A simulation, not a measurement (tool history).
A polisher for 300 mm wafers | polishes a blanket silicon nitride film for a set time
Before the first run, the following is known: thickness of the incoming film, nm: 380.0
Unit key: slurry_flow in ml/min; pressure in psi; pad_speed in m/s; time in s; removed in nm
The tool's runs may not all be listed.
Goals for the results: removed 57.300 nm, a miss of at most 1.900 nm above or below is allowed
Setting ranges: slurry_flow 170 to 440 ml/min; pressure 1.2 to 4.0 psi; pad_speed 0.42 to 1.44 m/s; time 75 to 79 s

| run | day | slurry_flow | pressure | pad_speed | time | removed |
|---|---|---|---|---|---|---|
| 1 | 0.000 | 280 | 2.6 | 0.92 | 75 | 76.238 |
| 2 | 0.083 | 280 | 2.4 | 0.92 | 75 | 70.427 |
| 3 | 0.225 | 280 | 2.1 | 0.92 | 75 | 62.507 |
| 4 | 0.571 | 280 | 1.7 | 0.92 | 75 | 50.496 |
| 5 | 0.833 | 280 | 1.8 | 0.92 | 75 | 53.416 |
| 6 | 1.142 | 280 | 1.3 | 0.92 | 75 | 39.832 |
| 7 | 1.292 | 280 | 1.3 | 0.92 | 75 | 39.648 |
| 8 | 1.504 | 280 | 1.4 | 0.92 | 75 | 42.231 |
| 9 | 1.767 | 280 | 1.5 | 0.92 | 75 | 44.848 |
| 10 | 1.992 | 280 | 1.6 | 0.92 | 75 | 48.605 |
| 11 | 2.262 | 280 | 1.7 | 0.92 | 75 | 50.602 |
| 12 | 2.550 | 280 | 1.8 | 0.92 | 75 | 54.490 |

4 next moves are on the table. One of them brings every result within its allowed miss. Which?
| A | 2.838 | 270 | 1.6 | 1.00 | 78 | ? |
| B | 2.838 | 220 | 2.1 | 0.86 | 75 | ? |
| C | 2.838 | 190 | 1.9 | 0.84 | 79 | ? |
| D | 2.838 | 280 | 2.0 | 0.82 | 75 | ? |

| move | removed |
|---|---|
| A | 53.237 |
| B | 57.569 |
| C | 52.873 |
| D | 54.517 |
A: further off than the last run
B: each result inside its tolerance
C: further off than the last run
D: as far off as the last run
Answer: B
